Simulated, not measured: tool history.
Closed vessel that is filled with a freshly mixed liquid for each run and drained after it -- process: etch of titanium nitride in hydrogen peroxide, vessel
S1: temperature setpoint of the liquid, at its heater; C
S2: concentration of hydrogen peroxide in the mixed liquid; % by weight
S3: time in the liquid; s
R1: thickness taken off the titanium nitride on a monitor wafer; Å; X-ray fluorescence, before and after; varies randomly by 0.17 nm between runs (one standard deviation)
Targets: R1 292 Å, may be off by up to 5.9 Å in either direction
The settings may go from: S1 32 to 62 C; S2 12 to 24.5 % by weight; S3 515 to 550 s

run  hour    S1    S2   S3      R1
  1     0    46  16.5  515  182.39
  2   4.5    46  16.5  550  195.19
  3  10.6  47.5  16.5  550  216.71
  4  11.7    49  16.5  550  243.27
  5  19.4    49    14  550  235.18
  6  24.8    50    14  550  252.94
  7    33  50.5    14  550  259.57
  8  38.5    51    14  550  271.93
  9  40.7  51.5    14  550  281.52

Of the 4 settings listed for the next run, only one would bring every result within its allowed miss of target. Which one?
  A  42.9  52.5    12  550   ?
  B  42.9    53  12.5  550   ?
  C  42.9  51.5  14.5  515   ?
  D  42.9  50.5  15.5  550   ?

move      R1
   A  293.32
   B  306.52
   C  266.04
   D  268.16
A: meets every target
B: moves the result that the last run missed by most past its target, out the other side
C: moves away from the targets compared with the last run
D: moves away from the targets compared with the last run
Answer: A
